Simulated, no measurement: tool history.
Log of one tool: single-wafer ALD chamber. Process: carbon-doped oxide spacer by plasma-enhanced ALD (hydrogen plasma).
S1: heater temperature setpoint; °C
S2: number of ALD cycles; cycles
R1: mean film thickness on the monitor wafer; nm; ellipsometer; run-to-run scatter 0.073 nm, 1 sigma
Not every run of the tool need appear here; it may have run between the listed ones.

run	hour	S1	S2	R1
1	0.0	420	652	28.961
2	5.5	420	693	30.995
3	9.8	420	612	27.225
4	18.2	425	612	26.793
5	25.0	425	693	30.337
6	32.1	425	746	32.944
7	34.3	426	721	31.417
8	40.4	427	701	30.442
9	46.9	428	683	29.850
10	53.6	428	663	28.905
11	57.1	428	646	27.993

Run 12 is up next; what results do you expect?
12	61.8	429	633	?

R1: 27.484 nm
